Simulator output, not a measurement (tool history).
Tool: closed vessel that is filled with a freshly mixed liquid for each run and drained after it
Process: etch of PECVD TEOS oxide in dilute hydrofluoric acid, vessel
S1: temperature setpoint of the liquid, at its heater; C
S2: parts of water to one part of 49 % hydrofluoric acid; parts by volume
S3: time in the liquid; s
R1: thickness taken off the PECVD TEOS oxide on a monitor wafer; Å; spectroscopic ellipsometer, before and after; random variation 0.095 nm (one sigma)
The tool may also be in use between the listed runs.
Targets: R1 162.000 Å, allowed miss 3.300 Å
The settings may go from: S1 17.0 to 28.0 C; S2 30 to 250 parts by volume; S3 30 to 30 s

run,day,S1,S2,S3,R1
1,0.000,20.0,140,30,52.562
2,0.292,20.0,110,30,68.730
3,0.446,20.0,135,30,54.625
4,0.562,21.5,120,30,66.135
5,0.717,22.5,105,30,81.617
6,0.783,22.5,140,30,57.946
7,1.133,23.5,125,30,69.135
8,1.383,24.5,110,30,83.711
9,1.633,25.0,100,30,94.701
10,1.838,25.5,90,30,107.760
11,2.200,26.0,85,30,118.570
12,2.279,26.5,80,30,128.000
13,2.621,27.0,75,30,140.750
14,2.725,27.5,70,30,154.340
15,2.925,28.0,70,30,157.050
16,3.238,28.0,65,30,171.010

Which of these 4 next moves meets every target?
A,3.550,27.5,70,30,?
B,3.550,26.5,65,30,?
C,3.550,27.0,60,30,?
D,3.550,28.0,60,30,?

move,R1
A,154.650
B,161.200
C,179.390
D,186.650
A: takes the result that was furthest off past its target
B: meets every target
C: further off than the last run
D: further off than the last run
Answer: B
